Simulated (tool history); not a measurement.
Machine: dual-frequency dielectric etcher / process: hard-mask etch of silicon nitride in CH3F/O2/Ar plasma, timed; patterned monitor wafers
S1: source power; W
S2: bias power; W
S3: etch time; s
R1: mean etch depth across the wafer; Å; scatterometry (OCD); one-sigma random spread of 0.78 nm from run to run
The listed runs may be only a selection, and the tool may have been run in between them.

{"run": 1, "hour": 0.0, "S1": 330, "S2": 93, "S3": 165, "R1": 1187.3}
{"run": 2, "hour": 3.1, "S1": 330, "S2": 93, "S3": 165, "R1": 1183.3}
{"run": 3, "hour": 9.9, "S1": 330, "S2": 93, "S3": 153, "R1": 1094.6}
{"run": 4, "hour": 12.9, "S1": 300, "S2": 93, "S3": 153, "R1": 1066.0}
{"run": 5, "hour": 19.8, "S1": 320, "S2": 94, "S3": 153, "R1": 1083.9}
{"run": 6, "hour": 23.0, "S1": 320, "S2": 94, "S3": 165, "R1": 1178.2}
{"run": 7, "hour": 28.8, "S1": 330, "S2": 95, "S3": 165, "R1": 1200.0}
{"run": 8, "hour": 32.8, "S1": 340, "S2": 95, "S3": 165, "R1": 1218.8}
{"run": 9, "hour": 34.5, "S1": 350, "S2": 95, "S3": 165, "R1": 1218.5}
{"run": 10, "hour": 42.9, "S1": 360, "S2": 95, "S3": 165, "R1": 1236.4}

What does the tool deliver on the next run?
{"run": 11, "hour": 49.0, "S1": 370, "S2": 95, "S3": 165, "R1": "?"}

{"run 11": {"R1": 1241.5}}
